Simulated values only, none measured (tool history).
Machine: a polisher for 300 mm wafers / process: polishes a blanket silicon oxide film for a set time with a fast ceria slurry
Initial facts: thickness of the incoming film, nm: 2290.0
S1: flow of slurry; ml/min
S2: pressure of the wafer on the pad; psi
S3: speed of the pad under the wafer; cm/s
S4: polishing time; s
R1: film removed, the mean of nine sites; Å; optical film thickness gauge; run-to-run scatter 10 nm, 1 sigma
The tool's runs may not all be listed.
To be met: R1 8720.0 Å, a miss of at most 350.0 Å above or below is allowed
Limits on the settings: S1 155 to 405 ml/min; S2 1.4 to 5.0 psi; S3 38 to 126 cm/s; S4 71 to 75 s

run  hour   S1   S2  S3  S4       R1
  1   0.0  260  3.2  82  71  12129.0
  2   5.6  260  3.2  90  71  13350.0
  3  10.1  260  3.2  98  71  14230.0
  4  18.7  260  2.9  98  71  13128.0
  5  21.8  260  2.6  98  71  11968.0
  6  26.9  260  2.4  98  71  11404.0
  7  35.5  260  2.2  98  71  10788.0
  8  43.9  260  2.1  98  71  10386.0
  9  45.7  260  2.0  98  71  10024.0
 10  50.2  260  1.9  98  71   9893.4
 11  54.4  260  1.8  98  71   9533.7
 12  62.3  260  1.7  98  71   9278.2

Pick the move, out of 4, that brings all results within their allowed miss; only one does.
  A  70.2  225  1.7  106  72   ?
  B  70.2  235  1.6   94  74   ?
  C  70.2  260  1.5  110  72   ?
  D  70.2  230  1.8   98  73   ?

move      R1
   A  9839.4
   B  8701.0
   C  9577.5
   D  9593.5
A: lands further from the targets than the last run did
B: all results land within tolerance of their targets
C: lands further from the targets than the last run did
D: lands further from the targets than the last run did
Answer: B
